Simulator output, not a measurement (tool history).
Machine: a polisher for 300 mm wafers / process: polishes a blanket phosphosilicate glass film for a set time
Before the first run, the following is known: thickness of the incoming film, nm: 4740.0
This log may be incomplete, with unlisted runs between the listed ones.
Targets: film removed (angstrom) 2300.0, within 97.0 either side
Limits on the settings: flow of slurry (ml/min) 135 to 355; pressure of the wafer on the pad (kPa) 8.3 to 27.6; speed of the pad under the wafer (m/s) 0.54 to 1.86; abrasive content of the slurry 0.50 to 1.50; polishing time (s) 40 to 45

run,hour,flow of slurry (ml/min),pressure of the wafer on the pad (kPa),speed of the pad under the wafer (m/s),abrasive content of the slurry,polishing time (s),film removed (angstrom)
1,0.0,225,17.9,1.18,1.00,45,3908.4
2,2.8,225,17.9,1.18,1.15,45,4274.1
3,11.8,225,17.9,1.18,1.30,45,4649.1
4,17.1,225,15.2,1.10,1.30,45,3704.8
5,25.7,225,13.1,1.08,1.30,45,3216.0
6,32.4,225,15.2,1.08,1.30,45,3661.7
7,41.2,225,13.1,1.06,1.30,45,3217.6
8,42.8,225,13.1,1.06,1.30,45,3229.0
9,45.6,225,11.7,1.02,1.30,45,2828.5
10,53.0,225,11.0,1.02,1.30,45,2649.2
11,56.4,225,10.3,1.02,1.30,45,2564.5
12,64.5,225,9.7,1.02,1.30,45,2463.4
13,68.0,225,9.7,1.02,1.30,45,2438.3

5 candidate next runs follow, results not yet known. Just one meets every target within its allowed miss. Identify it.
A,71.5,200,11.0,1.08,1.20,43,?
B,71.5,210,14.5,0.74,1.40,45,?
C,71.5,230,8.3,1.28,1.15,42,?
D,71.5,240,11.0,0.94,1.30,45,?
E,71.5,250,10.3,0.98,1.45,45,?

move,film removed (angstrom)
A,2503.5
B,2624.5
C,2206.2
D,2474.8
E,2562.3
A: misses by more than the last run did
B: misses by more than the last run did
C: hits every target within its allowed miss
D: misses by more than the last run did
E: misses by more than the last run did
Go with C: it meets all targets.
